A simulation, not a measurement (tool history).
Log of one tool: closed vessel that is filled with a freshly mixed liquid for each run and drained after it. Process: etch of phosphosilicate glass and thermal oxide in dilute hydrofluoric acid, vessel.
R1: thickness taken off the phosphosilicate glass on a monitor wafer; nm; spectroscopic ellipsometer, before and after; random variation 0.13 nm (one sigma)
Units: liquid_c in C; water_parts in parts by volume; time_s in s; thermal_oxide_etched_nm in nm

run 1 hour=0.0 | liquid_c=25.0 water_parts=250 time_s=90 | R1=36.453 thermal_oxide_etched_nm=1.6448
run 2 hour=1.0 | liquid_c=28.0 water_parts=250 time_s=90 | R1=40.294 thermal_oxide_etched_nm=1.8191
run 3 hour=7.0 | liquid_c=25.0 water_parts=250 time_s=90 | R1=36.880 thermal_oxide_etched_nm=1.6178
run 4 hour=9.9 | liquid_c=25.0 water_parts=200 time_s=90 | R1=48.412 thermal_oxide_etched_nm=2.1410
run 5 hour=10.9 | liquid_c=25.0 water_parts=200 time_s=60 | R1=32.015 thermal_oxide_etched_nm=1.4150
run 6 hour=12.7 | liquid_c=23.5 water_parts=215 time_s=60 | R1=27.544 thermal_oxide_etched_nm=1.2424
run 7 hour=18.7 | liquid_c=22.0 water_parts=220 time_s=60 | R1=25.371 thermal_oxide_etched_nm=1.1603

Run 8 comes next. What will it give?
run 8 hour=27.4 | liquid_c=21.0 water_parts=225 time_s=60 | R1=? thermal_oxide_etched_nm=?

Run 8 gave R1 23.840 nm, thermal_oxide_etched_nm 1.0631 nm.
